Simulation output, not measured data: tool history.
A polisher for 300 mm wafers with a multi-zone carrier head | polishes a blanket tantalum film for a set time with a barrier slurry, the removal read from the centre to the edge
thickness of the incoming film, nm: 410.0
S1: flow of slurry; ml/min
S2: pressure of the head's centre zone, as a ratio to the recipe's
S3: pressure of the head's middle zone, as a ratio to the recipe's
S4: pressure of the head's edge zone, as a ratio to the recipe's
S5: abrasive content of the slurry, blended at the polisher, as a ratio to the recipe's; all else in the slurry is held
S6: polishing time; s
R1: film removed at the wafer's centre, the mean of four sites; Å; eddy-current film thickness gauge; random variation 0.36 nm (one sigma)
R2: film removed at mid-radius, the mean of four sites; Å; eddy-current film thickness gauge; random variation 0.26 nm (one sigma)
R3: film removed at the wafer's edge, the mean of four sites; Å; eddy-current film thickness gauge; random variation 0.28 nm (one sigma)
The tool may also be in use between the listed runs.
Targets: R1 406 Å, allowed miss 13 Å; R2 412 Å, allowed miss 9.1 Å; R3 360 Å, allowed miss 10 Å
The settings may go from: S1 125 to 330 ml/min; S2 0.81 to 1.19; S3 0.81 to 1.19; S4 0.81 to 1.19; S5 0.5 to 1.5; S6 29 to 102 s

run 1 hour=0 | S1=210 S2=1 S3=1 S4=1 S5=1 S6=65 | R1=687.81 R2=692.79 R3=677.09
run 2 hour=1.2 | S1=210 S2=1 S3=1.01 S4=0.94 S5=0.85 S6=56 | R1=569.66 R2=572.16 R3=549.57
run 3 hour=8.4 | S1=210 S2=1.05 S3=1.01 S4=0.94 S5=0.85 S6=56 | R1=602.47 R2=583.14 R3=541.89
run 4 hour=14.8 | S1=205 S2=1.04 S3=1.02 S4=0.9 S5=0.75 S6=51 | R1=515.66 R2=506.25 R3=471.48
run 5 hour=19.3 | S1=200 S2=1.05 S3=1.04 S4=0.87 S5=0.65 S6=49 | R1=486.59 R2=477.93 R3=429.58
run 6 hour=22.8 | S1=200 S2=1.05 S3=1.12 S4=0.87 S5=0.65 S6=49 | R1=488.1 R2=499.73 R3=427.81
run 7 hour=26.5 | S1=190 S2=1.04 S3=1.1 S4=0.85 S5=0.6 S6=47 | R1=442.87 R2=468.52 R3=393.5
run 8 hour=27.6 | S1=175 S2=1.04 S3=1.06 S4=0.84 S5=0.6 S6=47 | R1=435.76 R2=446.3 R3=388.25
run 9 hour=29.5 | S1=160 S2=1.04 S3=1.05 S4=0.83 S5=0.6 S6=47 | R1=428.98 R2=434.69 R3=382.71
run 10 hour=30.1 | S1=150 S2=1.04 S3=1.05 S4=0.82 S5=0.6 S6=47 | R1=429.3 R2=437.73 R3=375.15
run 11 hour=36.8 | S1=150 S2=1.04 S3=1.05 S4=0.82 S5=0.6 S6=47 | R1=420.88 R2=435.66 R3=381.57
run 12 hour=40.1 | S1=150 S2=1.05 S3=1.05 S4=0.82 S5=0.55 S6=47 | R1=416.13 R2=422.75 R3=371.49
run 13 hour=45.5 | S1=150 S2=1.05 S3=1.05 S4=0.82 S5=0.55 S6=47 | R1=422.77 R2=427.45 R3=364.58

Which of these 4 next moves meets every target?
run A hour=50.9 | S1=160 S2=1.07 S3=1.1 S4=0.81 S5=0.6 S6=46 | R1=? R2=? R3=?
run B hour=50.9 | S1=125 S2=1.05 S3=1.07 S4=0.83 S5=0.55 S6=46 | R1=? R2=? R3=?
run C hour=50.9 | S1=175 S2=1.03 S3=0.99 S4=0.82 S5=0.6 S6=44 | R1=? R2=? R3=?
run D hour=50.9 | S1=175 S2=0.93 S3=0.95 S4=0.89 S5=0.7 S6=42 | R1=? R2=? R3=?

move=A R1=439.62 R2=446.39 R3=369.33
move=B R1=403.85 R2=410.07 R3=354.34
move=C R1=409.58 R2=394.99 R3=358.52
move=D R1=369.27 R2=381.55 R3=370.9
A: further off than the last run
B: meets every target
C: takes the result that was furthest off past its target
D: takes the result that was furthest off past its target
Move B is the one to make.

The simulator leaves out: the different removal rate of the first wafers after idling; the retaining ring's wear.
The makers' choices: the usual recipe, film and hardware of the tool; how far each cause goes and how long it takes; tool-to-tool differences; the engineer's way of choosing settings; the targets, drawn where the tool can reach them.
